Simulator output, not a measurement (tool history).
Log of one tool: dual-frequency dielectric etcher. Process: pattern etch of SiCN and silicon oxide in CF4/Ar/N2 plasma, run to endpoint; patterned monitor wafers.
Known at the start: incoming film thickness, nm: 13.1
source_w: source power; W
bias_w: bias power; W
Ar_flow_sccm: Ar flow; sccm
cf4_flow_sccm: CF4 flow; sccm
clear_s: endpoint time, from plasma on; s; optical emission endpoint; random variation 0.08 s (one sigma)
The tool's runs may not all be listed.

run  hour  source_w  bias_w  Ar_flow_sccm  cf4_flow_sccm  clear_s
  1   0.0       370      88           121             55   17.193
  2   1.6       370      76           121             55   18.879
  3   7.4       370      63           121             55   20.844
  4  15.1       410      69           119             56   18.154
  5  23.7       410      76           119             56   16.897
  6  31.4       410      61           119             56   19.434

Run 7 comes next. What will it give?
  7  32.3       440      67           117             57        ?

Run 7 gave clear_s 17.078 s.
